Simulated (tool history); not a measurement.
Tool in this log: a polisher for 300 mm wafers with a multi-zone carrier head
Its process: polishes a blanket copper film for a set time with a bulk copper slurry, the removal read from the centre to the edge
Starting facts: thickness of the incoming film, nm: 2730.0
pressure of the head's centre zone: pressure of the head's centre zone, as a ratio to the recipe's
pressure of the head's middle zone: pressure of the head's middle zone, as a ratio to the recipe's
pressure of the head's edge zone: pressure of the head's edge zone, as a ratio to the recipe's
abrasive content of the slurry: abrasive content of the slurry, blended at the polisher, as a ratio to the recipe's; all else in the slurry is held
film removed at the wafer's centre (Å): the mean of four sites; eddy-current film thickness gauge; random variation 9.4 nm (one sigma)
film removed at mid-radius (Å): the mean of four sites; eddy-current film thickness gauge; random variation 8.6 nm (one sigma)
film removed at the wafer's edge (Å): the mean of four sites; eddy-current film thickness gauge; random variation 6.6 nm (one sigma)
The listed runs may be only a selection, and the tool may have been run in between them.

| run | hour | flow of slurry (ml/min) | pressure of the head's centre zone | pressure of the head's middle zone | pressure of the head's edge zone | abrasive content of the slurry | polishing time (s) | film removed at the wafer's centre (Å) | film removed at mid-radius (Å) | film removed at the wafer's edge (Å) |
|---|---|---|---|---|---|---|---|---|---|---|
| 1 | 0 | 130 | 1 | 1 | 1 | 1 | 71 | 4946.9 | 4862.5 | 4864.3 |
| 2 | 2.2 | 135 | 1.02 | 1 | 1.01 | 1.05 | 72 | 5184.2 | 5050 | 5075.7 |
| 3 | 6.3 | 140 | 1.04 | 1 | 1.02 | 1.1 | 72 | 5477.2 | 5143.7 | 5118.3 |
| 4 | 13.9 | 140 | 1.04 | 1.07 | 1.02 | 1.1 | 72 | 5421.5 | 5355.9 | 5093.6 |
| 5 | 22 | 145 | 1.05 | 1.06 | 1.03 | 1.15 | 72 | 5661.4 | 5500.2 | 5205.5 |
| 6 | 26.1 | 145 | 1.05 | 1.06 | 0.97 | 1.15 | 72 | 5487.8 | 5355.2 | 5006.4 |
| 7 | 27.3 | 150 | 1.05 | 1.05 | 0.99 | 1.2 | 72 | 5547.3 | 5591 | 5101.2 |

Run 8 comes next. What will it give?
| 8 | 34.9 | 140 | 1.15 | 0.95 | 1.09 | 1.45 | 82 | ? | ? | ? |

{"run 8": {"film removed at the wafer's centre (Å)": 7284.4, "film removed at mid-radius (Å)": 5948.4, "film removed at the wafer's edge (Å)": 6260.1}}
